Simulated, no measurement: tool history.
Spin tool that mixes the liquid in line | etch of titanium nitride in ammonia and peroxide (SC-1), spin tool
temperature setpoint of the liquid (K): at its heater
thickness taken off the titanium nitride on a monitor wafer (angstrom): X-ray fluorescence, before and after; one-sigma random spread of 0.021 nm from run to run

| run | day | temperature setpoint of the liquid (K) | parts of water to one part of 30 % peroxide (parts by volume) | parts of 29 % ammonia solution to one part of 30 % peroxide (parts by volume) | time under the liquid (s) | thickness taken off the titanium nitride on a monitor wafer (angstrom) |
|---|---|---|---|---|---|---|
| 1 | 0 | 333.15 | 19 | 0.6 | 15 | 17.846 |
| 2 | 0.033 | 336.65 | 19 | 0.6 | 15 | 22.26 |
| 3 | 0.2 | 336.65 | 19 | 0.6 | 15 | 22.365 |
| 4 | 0.408 | 337.65 | 17 | 0.6 | 15 | 25.273 |
| 5 | 0.688 | 337.65 | 20 | 0.6 | 15 | 23.114 |
| 6 | 0.883 | 338.65 | 18 | 0.6 | 15 | 26.085 |

What does the tool deliver on the next run?
| 7 | 1.05 | 339.15 | 16.5 | 0.6 | 15 | ? |

thickness taken off the titanium nitride on a monitor wafer (angstrom): 28.396

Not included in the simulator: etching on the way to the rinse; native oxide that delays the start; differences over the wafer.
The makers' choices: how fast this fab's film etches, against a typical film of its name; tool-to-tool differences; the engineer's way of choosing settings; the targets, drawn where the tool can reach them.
